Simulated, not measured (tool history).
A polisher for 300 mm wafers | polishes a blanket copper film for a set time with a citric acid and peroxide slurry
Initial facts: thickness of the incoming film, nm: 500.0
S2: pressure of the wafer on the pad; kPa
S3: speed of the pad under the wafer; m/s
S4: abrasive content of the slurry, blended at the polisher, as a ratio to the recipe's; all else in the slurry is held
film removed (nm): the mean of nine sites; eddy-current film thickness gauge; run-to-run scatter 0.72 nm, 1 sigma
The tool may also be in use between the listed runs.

{"run": 1, "hour": 0.0, "flow of slurry (ml/min)": 205, "S2": 16.5, "S3": 0.82, "S4": 1, "polishing time (s)": 47, "film removed (nm)": 56.437}
{"run": 2, "hour": 6.7, "flow of slurry (ml/min)": 205, "S2": 16.5, "S3": 0.92, "S4": 1, "polishing time (s)": 47, "film removed (nm)": 62.731}
{"run": 3, "hour": 13.6, "flow of slurry (ml/min)": 205, "S2": 16.5, "S3": 1.04, "S4": 1, "polishing time (s)": 47, "film removed (nm)": 68.823}
{"run": 4, "hour": 20.8, "flow of slurry (ml/min)": 205, "S2": 16.5, "S3": 1.04, "S4": 0.8, "polishing time (s)": 47, "film removed (nm)": 65.369}
{"run": 5, "hour": 27.3, "flow of slurry (ml/min)": 205, "S2": 16.5, "S3": 1.04, "S4": 0.8, "polishing time (s)": 47, "film removed (nm)": 65.276}
{"run": 6, "hour": 33.3, "flow of slurry (ml/min)": 210, "S2": 17.2, "S3": 1.04, "S4": 0.8, "polishing time (s)": 47, "film removed (nm)": 67.235}
{"run": 7, "hour": 37.9, "flow of slurry (ml/min)": 210, "S2": 17.9, "S3": 1.04, "S4": 0.8, "polishing time (s)": 47, "film removed (nm)": 70.653}

Forecast run 8:
{"run": 8, "hour": 40.3, "flow of slurry (ml/min)": 210, "S2": 18.6, "S3": 1.04, "S4": 0.8, "polishing time (s)": 47, "film removed (nm)": "?"}

{"run 8": {"film removed (nm)": 73.601}}

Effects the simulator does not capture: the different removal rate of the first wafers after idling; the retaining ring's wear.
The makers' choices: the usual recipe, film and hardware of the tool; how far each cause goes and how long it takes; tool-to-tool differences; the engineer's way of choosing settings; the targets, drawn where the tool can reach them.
